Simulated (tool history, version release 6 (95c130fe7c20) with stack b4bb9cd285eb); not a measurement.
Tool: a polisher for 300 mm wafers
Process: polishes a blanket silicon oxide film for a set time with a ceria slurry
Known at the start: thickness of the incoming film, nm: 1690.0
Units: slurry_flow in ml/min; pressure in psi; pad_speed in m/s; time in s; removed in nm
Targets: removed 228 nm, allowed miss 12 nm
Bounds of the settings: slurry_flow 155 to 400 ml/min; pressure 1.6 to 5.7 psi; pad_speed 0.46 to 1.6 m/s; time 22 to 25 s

run 1 hour=0 | slurry_flow=255 pressure=3.6 pad_speed=1.02 time=25 | removed=152
run 2 hour=3 | slurry_flow=255 pressure=3.6 pad_speed=1.02 time=22 | removed=134.49
run 3 hour=10.8 | slurry_flow=255 pressure=4 pad_speed=1.04 time=22 | removed=153.7
run 4 hour=17.9 | slurry_flow=255 pressure=4 pad_speed=0.84 time=22 | removed=126.78
run 5 hour=26.1 | slurry_flow=255 pressure=4.4 pad_speed=0.88 time=22 | removed=140.09
run 6 hour=32.7 | slurry_flow=255 pressure=4.4 pad_speed=1.1 time=22 | removed=176.09
run 7 hour=36.9 | slurry_flow=255 pressure=4.6 pad_speed=1.1 time=22 | removed=185.59
run 8 hour=43.9 | slurry_flow=255 pressure=4.8 pad_speed=1.1 time=22 | removed=196.09

Which of these 4 next moves meets every target?
run A hour=50.9 | slurry_flow=310 pressure=5.7 pad_speed=1.14 time=23 | removed=?
run B hour=50.9 | slurry_flow=225 pressure=5.3 pad_speed=1.2 time=25 | removed=?
run C hour=50.9 | slurry_flow=250 pressure=5.6 pad_speed=0.96 time=25 | removed=?
run D hour=50.9 | slurry_flow=310 pressure=5.6 pad_speed=1.1 time=25 | removed=?

move=A removed=258.18
move=B removed=266.03
move=C removed=228.7
move=D removed=266.38
A: takes the result that was furthest off past its target
B: takes the result that was furthest off past its target
C: meets every target
D: takes the result that was furthest off past its target
Answer: C
